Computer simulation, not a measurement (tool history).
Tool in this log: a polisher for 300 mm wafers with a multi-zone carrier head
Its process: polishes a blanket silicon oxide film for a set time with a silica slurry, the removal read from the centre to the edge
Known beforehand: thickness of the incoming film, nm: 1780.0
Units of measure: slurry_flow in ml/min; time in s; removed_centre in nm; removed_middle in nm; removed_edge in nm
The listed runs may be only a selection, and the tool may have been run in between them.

| run | day | slurry_flow | centre_zone | middle_zone | edge_zone | slurry_solids | time | removed_centre | removed_middle | removed_edge |
|---|---|---|---|---|---|---|---|---|---|---|
| 1 | 0.000 | 150 | 1.00 | 1.00 | 1.00 | 1.00 | 38 | 93.387 | 98.683 | 91.089 |
| 2 | 0.371 | 150 | 0.93 | 1.00 | 1.00 | 1.00 | 38 | 86.429 | 95.550 | 89.713 |
| 3 | 0.596 | 150 | 0.93 | 1.06 | 1.00 | 1.00 | 38 | 85.964 | 102.280 | 90.100 |
| 4 | 0.912 | 160 | 0.97 | 1.08 | 1.05 | 1.15 | 38 | 96.727 | 110.840 | 98.862 |
| 5 | 1.221 | 165 | 0.99 | 1.11 | 1.08 | 1.25 | 39 | 106.530 | 120.540 | 106.440 |
| 6 | 1.488 | 165 | 0.99 | 1.11 | 1.00 | 1.25 | 39 | 103.830 | 121.920 | 104.480 |
| 7 | 1.588 | 175 | 1.00 | 1.12 | 1.02 | 1.35 | 40 | 110.780 | 126.610 | 110.450 |
| 8 | 1.842 | 175 | 1.01 | 1.13 | 1.04 | 1.40 | 41 | 120.290 | 136.380 | 115.220 |
| 9 | 2.212 | 180 | 1.00 | 1.13 | 1.07 | 1.45 | 42 | 124.580 | 144.390 | 120.640 |

Expected results for the next run?
| 10 | 2.554 | 175 | 0.99 | 1.11 | 1.09 | 1.45 | 43 | ? | ? | ? |

removed_centre: 124.990 nm
removed_middle: 143.380 nm
removed_edge: 125.940 nm
